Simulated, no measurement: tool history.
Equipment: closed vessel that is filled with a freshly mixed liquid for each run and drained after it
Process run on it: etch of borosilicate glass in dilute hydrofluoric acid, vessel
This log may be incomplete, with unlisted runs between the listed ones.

run,hour,temperature setpoint of the liquid (C),parts of water to one part of 49 % hydrofluoric acid (parts by volume),time in the liquid (s),thickness taken off the borosilicate glass on a monitor wafer (Å)
1,0,25,205,760,714.27
2,8.1,25,165,760,924.64
3,17.5,25,165,815,993.39
4,21.1,25,125,815,1372.3
5,29.2,24,125,815,1323.6
6,38.3,21,125,815,1170.3
7,44,20.5,135,815,1043.6
8,47.6,20,145,815,944.97
9,56.3,19.5,150,815,895.66
10,63.1,19,155,815,840.02
11,66.3,17,210,815,546.37

The next listed run, before its measurement:
# hour 69.4: thermometer replaced
12,69.4,18,210,815,?

{"run 12": {"thickness taken off the borosilicate glass on a monitor wafer (Å)": 622.52}}
